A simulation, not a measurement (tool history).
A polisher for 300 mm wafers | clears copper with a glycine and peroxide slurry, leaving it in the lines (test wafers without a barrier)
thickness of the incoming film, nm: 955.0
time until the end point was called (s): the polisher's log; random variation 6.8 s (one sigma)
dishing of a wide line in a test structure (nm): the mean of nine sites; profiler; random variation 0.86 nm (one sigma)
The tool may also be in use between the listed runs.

run,hour,flow of slurry (ml/min),pressure of the wafer on the pad (kPa),speed of the pad under the wafer (m/s),overpolish time after the end point (s),time until the end point was called (s),dishing of a wide line in a test structure (nm)
1,0,245,22.1,0.92,13,181.07,46.275
2,5.3,245,20,0.86,14,202.77,45.217
3,7.7,245,17.9,0.8,15,236.82,41.161
4,9.6,245,16.5,0.78,16,259.97,41.282
5,13.3,245,16.5,0.78,20,256.46,49.535
6,21.7,300,16.5,0.78,20,244.07,51.098
7,28.5,300,16.5,0.78,20,247.62,50.5
8,32.1,300,16.5,0.78,20,250.44,49.991

The next listed run, before its measurement:
9,38.9,300,16.5,0.78,20,?,?

Run 9 gave time until the end point was called (s) 259.84, dishing of a wide line in a test structure (nm) 50.948.

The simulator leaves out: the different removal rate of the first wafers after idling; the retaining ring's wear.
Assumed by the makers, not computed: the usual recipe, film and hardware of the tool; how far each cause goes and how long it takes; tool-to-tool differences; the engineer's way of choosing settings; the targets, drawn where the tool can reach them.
